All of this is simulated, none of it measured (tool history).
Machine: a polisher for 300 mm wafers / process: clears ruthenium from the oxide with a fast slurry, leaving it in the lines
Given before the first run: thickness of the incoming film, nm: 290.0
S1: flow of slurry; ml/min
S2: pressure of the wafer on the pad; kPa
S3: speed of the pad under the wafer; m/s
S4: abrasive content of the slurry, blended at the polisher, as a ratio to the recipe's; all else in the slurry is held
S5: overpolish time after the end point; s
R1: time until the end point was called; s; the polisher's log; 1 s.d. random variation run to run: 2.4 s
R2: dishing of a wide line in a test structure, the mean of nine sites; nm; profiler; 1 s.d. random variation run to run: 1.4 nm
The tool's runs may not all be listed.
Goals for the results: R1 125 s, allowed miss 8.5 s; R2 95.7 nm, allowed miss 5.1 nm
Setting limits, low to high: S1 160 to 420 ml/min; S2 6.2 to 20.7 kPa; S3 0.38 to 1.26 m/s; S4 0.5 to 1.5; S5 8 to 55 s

run,hour,S1,S2,S3,S4,S5,R1,R2
1,0,270,13.1,0.82,1,28,142.29,51.582
2,6.7,270,13.1,0.82,1,30,143.26,54.575
3,12.3,270,13.1,0.92,1,30,125.38,60.518
4,15,270,13.1,0.92,1,35,129.13,70.085
5,17.6,270,13.1,0.92,1,36,128.93,70.802
6,18.7,270,10.3,0.92,1,36,142.74,62.403
7,24.4,270,11,0.92,1,37,142.26,68.076
8,29.9,270,11.7,0.92,1,38,139.11,71.807
9,34.1,270,12.4,0.92,1,39,132.27,75.033

Which of these 5 next moves meets every target?
A,38.3,280,13.1,1,0.85,49,?,?
B,38.3,225,16.5,0.76,1.05,30,?,?
C,38.3,270,10.3,1.08,1.05,25,?,?
D,38.3,210,10.3,1.18,0.95,41,?,?
E,38.3,275,15.9,0.76,0.9,26,?,?

move,R1,R2
A,124.25,95.568
B,131.03,60.735
C,124,54.307
D,120.67,84.801
E,140.04,50.457
A: in spec on every target
B: the biggest miss grows against the last run
C: the biggest miss grows against the last run
D: an improvement on the last run, though not all results are within tolerance
E: the biggest miss grows against the last run
Go with A: it meets all targets.
